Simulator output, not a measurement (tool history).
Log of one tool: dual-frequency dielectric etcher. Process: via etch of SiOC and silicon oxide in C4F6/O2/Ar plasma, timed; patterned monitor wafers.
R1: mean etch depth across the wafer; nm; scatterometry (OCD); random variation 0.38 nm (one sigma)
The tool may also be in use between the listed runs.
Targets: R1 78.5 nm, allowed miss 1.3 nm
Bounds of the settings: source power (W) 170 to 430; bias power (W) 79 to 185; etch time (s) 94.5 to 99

{"run": 1, "hour": 0.0, "source power (W)": 300, "bias power (W)": 132, "etch time (s)": 94.5, "R1": 85.55}
{"run": 2, "hour": 3.1, "source power (W)": 300, "bias power (W)": 132, "etch time (s)": 99, "R1": 88.651}
{"run": 3, "hour": 4.4, "source power (W)": 350, "bias power (W)": 132, "etch time (s)": 99, "R1": 95.565}
{"run": 4, "hour": 5.5, "source power (W)": 350, "bias power (W)": 122, "etch time (s)": 99, "R1": 92.643}
{"run": 5, "hour": 7.9, "source power (W)": 350, "bias power (W)": 132, "etch time (s)": 99, "R1": 95.71}
{"run": 6, "hour": 9.0, "source power (W)": 350, "bias power (W)": 153, "etch time (s)": 99, "R1": 99.989}
{"run": 7, "hour": 13.5, "source power (W)": 300, "bias power (W)": 148, "etch time (s)": 99, "R1": 93.345}
{"run": 8, "hour": 17.6, "source power (W)": 240, "bias power (W)": 130, "etch time (s)": 98.5, "R1": 80.642}

Which of these 4 next moves meets every target?
{"run": "A", "hour": 21.7, "source power (W)": 200, "bias power (W)": 149, "etch time (s)": 99, "R1": "?"}
{"run": "B", "hour": 21.7, "source power (W)": 240, "bias power (W)": 136, "etch time (s)": 99, "R1": "?"}
{"run": "C", "hour": 21.7, "source power (W)": 240, "bias power (W)": 141, "etch time (s)": 98.5, "R1": "?"}
{"run": "D", "hour": 21.7, "source power (W)": 280, "bias power (W)": 145, "etch time (s)": 95, "R1": "?"}

move=A R1=78.29
move=B R1=82.256
move=C R1=82.66
move=D R1=85.572
A: meets every target
B: further off than the last run
C: further off than the last run
D: further off than the last run
Answer: A
